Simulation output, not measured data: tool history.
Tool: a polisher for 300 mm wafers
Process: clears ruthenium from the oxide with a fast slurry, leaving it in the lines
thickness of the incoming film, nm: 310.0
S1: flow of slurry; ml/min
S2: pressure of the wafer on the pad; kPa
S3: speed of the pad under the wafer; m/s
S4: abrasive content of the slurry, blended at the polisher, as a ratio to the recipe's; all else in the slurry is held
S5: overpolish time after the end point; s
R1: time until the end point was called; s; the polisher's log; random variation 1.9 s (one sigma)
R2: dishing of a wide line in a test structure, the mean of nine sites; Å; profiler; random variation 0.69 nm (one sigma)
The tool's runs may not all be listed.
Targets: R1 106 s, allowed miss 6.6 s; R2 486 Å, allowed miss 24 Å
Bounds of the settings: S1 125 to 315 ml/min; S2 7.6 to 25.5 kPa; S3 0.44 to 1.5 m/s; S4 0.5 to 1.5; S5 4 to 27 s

run	hour	S1	S2	S3	S4	S5	R1	R2
1	0	205	16.5	0.96	1	14	93.012	353.51
2	8.5	205	16.5	0.96	1	15	93.99	370.87
3	10.2	205	16.5	0.96	1	16	91.634	404.17
4	12.4	205	15.9	0.96	1	17	95.677	397.74
5	20.9	205	15.9	0.96	0.8	17	104.65	378.36
6	29	205	15.9	1.12	0.8	17	89.467	429.13
7	32.4	205	15.2	1.12	0.8	18	94.145	434.86
8	34	205	15.2	1.12	0.8	19	95.113	461.76
9	42.1	205	14.5	1.12	0.8	20	97.078	461.05

4 next moves are on the table. One of them brings every result within its allowed miss. Which?
A	50.2	250	12.4	1.06	0.8	26	?	?
B	50.2	250	13.8	1.08	0.75	25	?	?
C	50.2	170	14.5	1.06	0.75	21	?	?
D	50.2	185	15.2	0.98	0.85	23	?	?

move	R1	R2
A	115.25	493.78
B	104.13	519.64
C	106.89	439.89
D	104.97	482.03
A: takes the result that was furthest off past its target
B: brings the result that was furthest off to its target, and leaves another outside
C: brings the result that was furthest off to its target, and leaves another outside
D: meets every target
Answer: D
